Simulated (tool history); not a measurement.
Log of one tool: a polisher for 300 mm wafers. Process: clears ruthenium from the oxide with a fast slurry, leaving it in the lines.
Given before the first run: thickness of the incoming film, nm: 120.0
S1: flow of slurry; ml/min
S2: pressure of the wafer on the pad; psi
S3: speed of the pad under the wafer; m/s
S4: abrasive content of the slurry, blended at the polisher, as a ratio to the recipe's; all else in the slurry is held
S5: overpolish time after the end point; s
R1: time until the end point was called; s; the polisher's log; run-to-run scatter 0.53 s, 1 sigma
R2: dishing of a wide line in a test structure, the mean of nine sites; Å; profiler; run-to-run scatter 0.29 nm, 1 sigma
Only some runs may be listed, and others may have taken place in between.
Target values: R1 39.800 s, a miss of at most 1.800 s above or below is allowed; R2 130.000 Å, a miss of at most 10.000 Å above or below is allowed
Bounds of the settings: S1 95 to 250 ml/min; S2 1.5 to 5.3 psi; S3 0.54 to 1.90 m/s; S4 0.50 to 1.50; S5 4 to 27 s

| run | hour | S1 | S2 | S3 | S4 | S5 | R1 | R2 |
|---|---|---|---|---|---|---|---|---|
| 1 | 0.0 | 160 | 3.4 | 1.22 | 1.00 | 14 | 24.975 | 176.760 |
| 2 | 2.0 | 160 | 3.2 | 1.22 | 1.00 | 13 | 26.375 | 170.160 |
| 3 | 10.6 | 160 | 3.2 | 1.22 | 1.00 | 18 | 26.406 | 172.410 |
| 4 | 18.8 | 160 | 3.0 | 1.22 | 1.00 | 17 | 27.446 | 184.960 |
| 5 | 21.8 | 160 | 3.2 | 1.14 | 0.95 | 16 | 28.637 | 172.640 |
| 6 | 25.1 | 160 | 3.2 | 1.14 | 0.95 | 18 | 29.193 | 173.670 |
| 7 | 33.5 | 165 | 3.3 | 1.08 | 0.90 | 17 | 30.453 | 171.580 |
| 8 | 35.3 | 165 | 3.4 | 1.02 | 0.85 | 16 | 33.605 | 175.140 |
| 9 | 43.9 | 120 | 2.4 | 1.28 | 1.10 | 10 | 31.477 | 158.090 |
| 10 | 50.8 | 115 | 2.3 | 1.28 | 1.10 | 9 | 32.509 | 149.110 |
| 11 | 58.4 | 95 | 1.5 | 1.28 | 1.10 | 4 | 44.033 | 79.371 |
| 12 | 62.6 | 95 | 1.5 | 1.26 | 1.10 | 5 | 45.386 | 89.223 |
| 13 | 63.6 | 110 | 2.1 | 1.22 | 1.15 | 11 | 35.862 | 157.030 |
| 14 | 68.9 | 120 | 1.9 | 1.22 | 1.15 | 11 | 38.013 | 150.600 |
| 15 | 75.4 | 120 | 1.8 | 1.24 | 1.10 | 10 | 39.847 | 146.710 |
| 16 | 76.2 | 115 | 1.9 | 1.24 | 1.10 | 10 | 39.392 | 143.580 |
| 17 | 81.8 | 95 | 2.2 | 1.18 | 1.10 | 4 | 37.368 | 87.774 |
| 18 | 83.5 | 95 | 2.1 | 1.18 | 1.10 | 4 | 38.761 | 84.574 |

5 candidate next runs follow, results not yet known. Just one meets every target within its allowed miss. Identify it.
| A | 85.2 | 125 | 2.0 | 1.26 | 0.90 | 8 | ? | ? |
| B | 85.2 | 95 | 2.2 | 1.22 | 1.20 | 7 | ? | ? |
| C | 85.2 | 95 | 2.6 | 1.04 | 1.15 | 11 | ? | ? |
| D | 85.2 | 95 | 1.9 | 1.22 | 1.05 | 6 | ? | ? |
| E | 85.2 | 100 | 1.7 | 1.34 | 1.25 | 13 | ? | ? |

| move | R1 | R2 |
|---|---|---|
| A | 39.658 | 130.310 |
| B | 34.680 | 130.350 |
| C | 36.483 | 153.500 |
| D | 40.925 | 109.470 |
| E | 36.857 | 160.730 |
A: all results in spec
B: brings the result that was furthest off to its target, and leaves another outside
C: carries the result that was furthest off beyond its target, to the other side
D: moves toward the targets from the last run without getting all of them in spec
E: carries the result that was furthest off beyond its target, to the other side
So the answer is move A, the one that meets all the targets.

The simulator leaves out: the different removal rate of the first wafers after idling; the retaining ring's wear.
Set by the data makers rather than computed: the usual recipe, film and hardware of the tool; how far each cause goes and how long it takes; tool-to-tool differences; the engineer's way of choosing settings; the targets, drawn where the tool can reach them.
